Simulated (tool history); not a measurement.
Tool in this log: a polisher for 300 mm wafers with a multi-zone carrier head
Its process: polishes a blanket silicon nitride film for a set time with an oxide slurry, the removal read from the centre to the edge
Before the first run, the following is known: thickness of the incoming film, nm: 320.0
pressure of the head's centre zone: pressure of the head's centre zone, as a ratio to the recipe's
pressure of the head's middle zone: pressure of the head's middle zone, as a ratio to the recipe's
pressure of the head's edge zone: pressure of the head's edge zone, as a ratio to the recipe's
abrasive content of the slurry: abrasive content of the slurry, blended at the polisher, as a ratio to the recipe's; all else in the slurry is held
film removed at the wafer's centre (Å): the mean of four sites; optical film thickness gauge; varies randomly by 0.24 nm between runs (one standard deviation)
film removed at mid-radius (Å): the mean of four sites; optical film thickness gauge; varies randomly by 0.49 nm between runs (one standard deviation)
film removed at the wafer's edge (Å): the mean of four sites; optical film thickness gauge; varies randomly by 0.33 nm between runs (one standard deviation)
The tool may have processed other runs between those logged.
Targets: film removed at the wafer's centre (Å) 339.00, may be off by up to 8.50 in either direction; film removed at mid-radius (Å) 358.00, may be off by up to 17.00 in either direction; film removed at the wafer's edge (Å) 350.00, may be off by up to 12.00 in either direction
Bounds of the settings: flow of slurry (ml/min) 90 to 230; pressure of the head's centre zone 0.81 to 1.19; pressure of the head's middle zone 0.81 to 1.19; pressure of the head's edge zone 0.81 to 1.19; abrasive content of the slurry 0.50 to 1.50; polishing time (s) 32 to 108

run,hour,flow of slurry (ml/min),pressure of the head's centre zone,pressure of the head's middle zone,pressure of the head's edge zone,abrasive content of the slurry,polishing time (s),film removed at the wafer's centre (Å),film removed at mid-radius (Å),film removed at the wafer's edge (Å)
1,0.0,150,1.00,1.00,1.00,1.00,70,416.02,427.79,413.24
2,8.4,135,1.00,1.00,1.00,1.00,70,405.48,415.42,414.99
3,16.7,135,1.00,1.00,1.00,1.00,63,365.24,376.66,368.08
4,17.5,135,1.00,0.95,1.00,1.00,63,360.56,362.18,362.87
5,19.4,135,1.05,0.95,1.00,1.00,63,382.54,354.87,364.34
6,27.2,125,1.03,0.96,0.98,1.00,63,370.27,348.27,359.22
7,33.2,120,1.01,0.98,0.97,1.00,63,357.58,351.83,355.60
8,34.1,115,1.00,0.99,0.96,1.00,63,349.81,344.95,354.37

Which of these 4 next moves meets every target?
A,35.0,105,0.95,0.96,0.83,0.75,77,?,?,?
B,35.0,105,0.97,0.82,0.95,1.20,60,?,?,?
C,35.0,100,1.03,0.98,0.97,1.00,67,?,?,?
D,35.0,90,0.92,0.88,0.92,0.95,75,?,?,?

move,film removed at the wafer's centre (Å),film removed at mid-radius (Å),film removed at the wafer's edge (Å)
A,341.70,360.46,346.91
B,342.13,318.51,355.97
C,368.46,363.88,364.83
D,345.78,358.17,383.60
A: all results in spec
B: corrects the largest miss of the last run, while another result sits out of spec
C: misses by more than the last run did
D: corrects the largest miss of the last run, while another result sits out of spec
A is the move that brings every result within its allowed miss.
